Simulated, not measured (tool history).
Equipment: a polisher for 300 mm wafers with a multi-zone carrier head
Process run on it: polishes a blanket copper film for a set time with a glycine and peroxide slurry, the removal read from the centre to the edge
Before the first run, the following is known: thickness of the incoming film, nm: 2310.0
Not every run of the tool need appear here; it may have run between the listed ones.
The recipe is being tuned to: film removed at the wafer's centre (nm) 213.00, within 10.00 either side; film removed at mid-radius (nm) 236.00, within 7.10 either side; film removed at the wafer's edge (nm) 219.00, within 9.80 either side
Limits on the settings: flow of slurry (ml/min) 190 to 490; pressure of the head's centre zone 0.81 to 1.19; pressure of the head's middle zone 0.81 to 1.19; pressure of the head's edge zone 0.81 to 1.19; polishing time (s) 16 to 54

| run | hour | flow of slurry (ml/min) | pressure of the head's centre zone | pressure of the head's middle zone | pressure of the head's edge zone | polishing time (s) | film removed at the wafer's centre (nm) | film removed at mid-radius (nm) | film removed at the wafer's edge (nm) |
|---|---|---|---|---|---|---|---|---|---|
| 1 | 0.0 | 315 | 1.00 | 1.00 | 1.00 | 35 | 262.31 | 270.35 | 260.85 |
| 2 | 2.0 | 315 | 0.97 | 0.99 | 0.96 | 34 | 246.00 | 257.04 | 245.77 |
| 3 | 7.7 | 310 | 0.94 | 0.98 | 0.93 | 34 | 235.01 | 251.65 | 243.46 |
| 4 | 16.0 | 310 | 0.88 | 0.98 | 0.93 | 34 | 230.67 | 250.95 | 244.24 |
| 5 | 19.7 | 310 | 0.88 | 0.98 | 0.93 | 38 | 247.10 | 283.88 | 267.33 |
| 6 | 20.6 | 310 | 0.88 | 0.98 | 0.90 | 36 | 235.16 | 266.39 | 257.30 |
| 7 | 21.2 | 310 | 0.90 | 1.00 | 0.90 | 34 | 226.08 | 259.60 | 242.03 |
| 8 | 22.7 | 310 | 0.92 | 1.00 | 0.88 | 33 | 231.29 | 249.65 | 231.06 |
| 9 | 30.1 | 305 | 0.90 | 1.00 | 0.86 | 33 | 223.73 | 250.62 | 224.54 |
| 10 | 36.6 | 300 | 0.89 | 0.99 | 0.85 | 33 | 219.12 | 249.17 | 224.07 |
| 11 | 44.3 | 295 | 0.89 | 0.98 | 0.85 | 33 | 219.44 | 245.92 | 222.99 |
| 12 | 52.2 | 290 | 0.88 | 0.97 | 0.85 | 33 | 219.27 | 244.88 | 225.73 |

Consider the 4 candidate settings below. Which is the only one whose results all fall within their allowed miss of target?
| A | 60.1 | 305 | 0.94 | 0.91 | 0.85 | 33 | ? | ? | ? |
| B | 60.1 | 240 | 0.93 | 1.15 | 0.81 | 32 | ? | ? | ? |
| C | 60.1 | 295 | 0.89 | 0.96 | 0.85 | 32 | ? | ? | ? |
| D | 60.1 | 280 | 0.82 | 1.02 | 0.86 | 34 | ? | ? | ? |

| move | film removed at the wafer's centre (nm) | film removed at mid-radius (nm) | film removed at the wafer's edge (nm) |
|---|---|---|---|
| A | 229.03 | 233.00 | 226.89 |
| B | 214.56 | 269.29 | 211.36 |
| C | 209.57 | 235.63 | 219.37 |
| D | 204.02 | 262.33 | 233.17 |
A: meets the target for the result that was furthest off, but another lies outside its allowed miss
B: its largest miss is bigger than the last run's
C: each result inside its tolerance
D: its largest miss is bigger than the last run's
Correct choice: C, which meets every target
